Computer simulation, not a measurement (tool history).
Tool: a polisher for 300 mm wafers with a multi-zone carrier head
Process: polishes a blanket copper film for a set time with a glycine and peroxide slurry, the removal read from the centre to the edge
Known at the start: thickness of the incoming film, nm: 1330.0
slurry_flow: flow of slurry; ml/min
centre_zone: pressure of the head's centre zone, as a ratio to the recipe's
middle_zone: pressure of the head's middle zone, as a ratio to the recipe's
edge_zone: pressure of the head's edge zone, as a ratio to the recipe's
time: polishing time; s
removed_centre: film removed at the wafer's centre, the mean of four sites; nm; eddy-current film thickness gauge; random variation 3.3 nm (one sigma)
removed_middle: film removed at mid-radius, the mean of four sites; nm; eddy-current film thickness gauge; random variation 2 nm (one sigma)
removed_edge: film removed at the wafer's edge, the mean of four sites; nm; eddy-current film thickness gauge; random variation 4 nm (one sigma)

run  hour  slurry_flow  centre_zone  middle_zone  edge_zone  time  removed_centre  removed_middle  removed_edge
  1   0.0          235         1.00         1.00       1.00    86          405.58          441.23        418.89
  2   8.3          235         1.00         0.92       1.00    86          403.99          411.10        405.46
  3  11.0          235         1.06         0.92       1.00    86          432.92          410.08        409.69
  4  14.9          235         1.06         1.00       1.00    86          420.21          445.71        413.49
  5  21.3          255         1.06         1.00       1.00    86          426.89          449.80        414.67
  6  30.3          265         1.00         0.98       0.96    79          377.59          403.02        370.64
  7  38.6          265         1.00         0.98       0.96    79          383.13          399.08        382.13
  8  45.9          240         0.97         1.00       0.92    74          339.35          384.31        354.78
  9  49.1          250         0.95         0.99       0.89    70          314.12          357.03        326.60
 10  53.7          245         0.94         0.98       0.87    69          312.63          349.51        313.51
 11  62.3          235         0.92         0.97       0.86    69          294.90          341.12        314.36
 12  69.9          235         0.92         0.97       0.86    69          303.19          345.07        312.27

Forecast run 13:
 13  74.0          230         0.91         0.96       0.85    69               ?               ?             ?

removed_centre: 293.78 nm
removed_middle: 338.22 nm
removed_edge: 312.12 nm

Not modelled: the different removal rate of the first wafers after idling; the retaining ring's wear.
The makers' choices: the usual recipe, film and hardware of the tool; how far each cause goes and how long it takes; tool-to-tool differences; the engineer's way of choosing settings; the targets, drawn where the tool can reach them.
